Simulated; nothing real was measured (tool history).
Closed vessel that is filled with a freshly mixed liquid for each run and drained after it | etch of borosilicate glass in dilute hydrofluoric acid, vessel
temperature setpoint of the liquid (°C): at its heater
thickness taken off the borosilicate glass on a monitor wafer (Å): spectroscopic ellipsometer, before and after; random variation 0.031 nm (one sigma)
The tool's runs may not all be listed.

| run | hour | temperature setpoint of the liquid (°C) | parts of water to one part of 49 % hydrofluoric acid (parts by volume) | time in the liquid (s) | thickness taken off the borosilicate glass on a monitor wafer (Å) |
|---|---|---|---|---|---|
| 1 | 0 | 21 | 215 | 70 | 64.863 |
| 2 | 3.9 | 21 | 215 | 55 | 50.53 |
| 3 | 10.5 | 23 | 215 | 55 | 54.596 |
| 4 | 15.6 | 23.5 | 215 | 55 | 55.714 |
| 5 | 20.5 | 23.5 | 145 | 55 | 89.231 |
| 6 | 22.6 | 26 | 145 | 55 | 98.665 |
| 7 | 29.9 | 24.5 | 150 | 55 | 89.294 |

The next listed run, before its measurement:
| 8 | 36.4 | 23.5 | 155 | 55 | ? |

Run 8 gave thickness taken off the borosilicate glass on a monitor wafer (Å) 82.574.
